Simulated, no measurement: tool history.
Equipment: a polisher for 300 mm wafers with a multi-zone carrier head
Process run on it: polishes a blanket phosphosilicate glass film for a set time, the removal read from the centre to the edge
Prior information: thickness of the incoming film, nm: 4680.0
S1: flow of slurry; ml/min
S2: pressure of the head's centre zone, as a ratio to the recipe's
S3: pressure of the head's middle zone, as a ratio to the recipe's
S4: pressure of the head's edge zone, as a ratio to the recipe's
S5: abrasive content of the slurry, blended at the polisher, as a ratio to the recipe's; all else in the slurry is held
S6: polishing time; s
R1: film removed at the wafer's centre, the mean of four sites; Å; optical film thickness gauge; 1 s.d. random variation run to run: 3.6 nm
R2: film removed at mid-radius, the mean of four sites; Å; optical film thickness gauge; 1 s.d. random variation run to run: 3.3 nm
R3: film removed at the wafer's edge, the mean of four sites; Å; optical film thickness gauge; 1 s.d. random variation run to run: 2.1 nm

run  hour   S1    S2    S3    S4    S5  S6      R1      R2      R3
  1     0  180     1     1     1     1  59    3764  3880.3  3975.7
  2   5.3  180     1     1     1     1  45    2986  2936.9  3074.1
  3     7  180     1  1.04     1     1  45  2899.4  3035.1  3054.5
  4  10.1  180     1  1.08     1     1  45  2872.6  3105.5  3101.1
  5  18.8  180     1  1.02     1     1  45  2889.9  2990.1  3067.8
  6  25.4  180     1  1.02     1     1  34  2207.7  2256.2  2293.6
  7  28.2  185  1.01  1.03  1.05   1.1  34  2346.8  2378.8  2477.4
  8  33.8  190  1.01  1.03  1.08   1.2  35  2475.5  2618.1  2695.8
  9  35.1  190  1.02  1.01  1.11   1.3  35  2582.5  2687.2  2842.5
 10  41.8  200  1.02     1  1.13  1.35  35  2675.5    2708  2919.8

Run 11, settings as shown, results not yet in. Your forecast:
     47.3  -- edge zone pressure recalibrated
 11  47.3  210  1.02   1  1.15  1.4  35   ?   ?   ?

R1: 2783.7 Å
R2: 2716.9 Å
R3: 2867.1 Å

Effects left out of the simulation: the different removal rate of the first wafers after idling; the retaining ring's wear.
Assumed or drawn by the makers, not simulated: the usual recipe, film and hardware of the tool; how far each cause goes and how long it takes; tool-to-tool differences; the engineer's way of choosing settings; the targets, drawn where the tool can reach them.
